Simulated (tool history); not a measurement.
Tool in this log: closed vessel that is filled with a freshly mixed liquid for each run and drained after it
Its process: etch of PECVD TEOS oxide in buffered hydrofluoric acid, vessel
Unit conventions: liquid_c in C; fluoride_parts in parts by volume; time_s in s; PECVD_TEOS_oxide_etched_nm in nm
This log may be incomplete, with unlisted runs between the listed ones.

run	day	liquid_c	fluoride_parts	time_s	PECVD_TEOS_oxide_etched_nm
1	0	24	8	100	215.56
2	0.179	27.5	8	100	260.75
3	0.408	28.5	7.5	100	291.53
4	0.788	28.5	7.5	100	296.2
5	0.946	31.5	7.5	100	343.64
6	1.171	31.5	8.5	100	299.44

Expected results for the next run?
7	1.421	31.5	8	100	?

{"run 7": {"PECVD_TEOS_oxide_etched_nm": 322.65}}
